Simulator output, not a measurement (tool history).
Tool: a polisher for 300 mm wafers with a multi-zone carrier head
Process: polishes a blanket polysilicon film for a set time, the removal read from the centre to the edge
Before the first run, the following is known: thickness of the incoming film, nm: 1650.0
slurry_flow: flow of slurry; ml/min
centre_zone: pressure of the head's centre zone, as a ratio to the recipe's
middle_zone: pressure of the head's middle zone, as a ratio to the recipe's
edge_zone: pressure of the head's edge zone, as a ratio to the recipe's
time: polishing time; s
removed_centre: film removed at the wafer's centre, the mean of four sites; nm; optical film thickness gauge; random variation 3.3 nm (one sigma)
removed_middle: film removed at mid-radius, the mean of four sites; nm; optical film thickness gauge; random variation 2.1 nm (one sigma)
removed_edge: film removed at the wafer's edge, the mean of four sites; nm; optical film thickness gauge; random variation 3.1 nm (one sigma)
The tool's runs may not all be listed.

run	hour	slurry_flow	centre_zone	middle_zone	edge_zone	time	removed_centre	removed_middle	removed_edge
1	0	240	1	1	1	65	578.3	583.59	588.29
2	5.8	265	1	1	1	65	588.96	588.65	606.5
3	9.9	250	1	0.97	0.97	60	540.19	519.37	536.01
4	14.7	235	0.98	0.94	0.94	57	499.29	479.93	506.09
5	21.8	200	0.98	0.94	0.94	57	484.27	470.69	491.5
6	24.4	195	0.98	0.92	0.92	54	454	432.98	465.17
7	32.3	190	0.98	0.91	0.9	51	427.8	404.01	434.68

Run 8 is up next; what results do you expect?
8	36	185	0.98	0.9	0.88	50	?	?	?

{"run 8": {"removed_centre": 423.92, "removed_middle": 385.28, "removed_edge": 420.65}}

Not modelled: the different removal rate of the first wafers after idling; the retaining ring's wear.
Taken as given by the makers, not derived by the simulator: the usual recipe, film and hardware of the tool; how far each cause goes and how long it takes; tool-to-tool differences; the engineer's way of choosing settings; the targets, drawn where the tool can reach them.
